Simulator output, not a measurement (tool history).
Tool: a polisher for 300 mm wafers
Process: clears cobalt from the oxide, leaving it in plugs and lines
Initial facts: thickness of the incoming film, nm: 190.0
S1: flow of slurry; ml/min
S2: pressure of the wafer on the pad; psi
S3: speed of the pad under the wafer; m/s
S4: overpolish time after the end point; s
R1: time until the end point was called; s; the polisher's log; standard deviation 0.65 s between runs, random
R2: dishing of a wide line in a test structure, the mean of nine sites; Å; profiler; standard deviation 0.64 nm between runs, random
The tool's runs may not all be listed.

run    day   S1   S2    S3  S4      R1      R2
  1  0.000  190  1.5  1.08  14  41.817  401.62
  2  0.354  190  1.5  1.08   8  41.444  268.68
  3  0.462  190  1.5  1.08  13  42.024  376.00
  4  0.492  190  1.7  1.08  13  36.742  398.39
  5  0.779  190  1.7  1.10  14  35.026  429.14
  6  0.892  190  1.8  1.10  14  34.672  447.37
  7  1.096  190  1.8  1.10  15  34.092  468.08

For run 8, what comes out?
  8  1.300  190  1.8  1.10  16   ?   ?

{"run 8": {"R1": 33.411, "R2": 476.12}}
